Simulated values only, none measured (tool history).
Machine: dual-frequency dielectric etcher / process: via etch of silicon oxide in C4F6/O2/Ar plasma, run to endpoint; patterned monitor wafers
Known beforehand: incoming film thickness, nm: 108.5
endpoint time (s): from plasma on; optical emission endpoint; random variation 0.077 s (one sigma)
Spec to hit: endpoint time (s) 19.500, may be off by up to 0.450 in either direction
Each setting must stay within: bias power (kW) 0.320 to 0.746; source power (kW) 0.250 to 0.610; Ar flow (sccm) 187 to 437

run,hour,bias power (kW),source power (kW),Ar flow (sccm),endpoint time (s)
1,0.0,0.533,0.430,312,23.456
2,5.7,0.565,0.440,310,22.512
3,7.6,0.591,0.440,309,21.894
4,15.8,0.591,0.440,276,21.534
5,23.9,0.518,0.440,276,22.860
6,27.6,0.547,0.450,275,21.907
7,36.4,0.547,0.450,275,21.919
8,38.2,0.569,0.450,275,21.809
9,44.1,0.591,0.450,274,21.447
# hour 47.6: bias power generator calibrated
10,47.6,0.610,0.450,273,20.622
11,49.8,0.619,0.450,273,20.604
12,55.2,0.628,0.450,273,20.431
13,57.3,0.636,0.450,273,20.290

Of the 5 settings listed for the next run, only one would bring every result within its allowed miss of target. Which one?
A,59.4,0.608,0.420,239,?
B,59.4,0.605,0.470,281,?
C,59.4,0.592,0.470,316,?
D,59.4,0.721,0.430,252,?
E,59.4,0.539,0.470,244,?

move,endpoint time (s)
A,21.129
B,20.343
C,20.888
D,19.503
E,20.935
A: further off than the last run
B: further off than the last run
C: further off than the last run
D: all results in spec
E: further off than the last run
Correct choice: D, which meets every target

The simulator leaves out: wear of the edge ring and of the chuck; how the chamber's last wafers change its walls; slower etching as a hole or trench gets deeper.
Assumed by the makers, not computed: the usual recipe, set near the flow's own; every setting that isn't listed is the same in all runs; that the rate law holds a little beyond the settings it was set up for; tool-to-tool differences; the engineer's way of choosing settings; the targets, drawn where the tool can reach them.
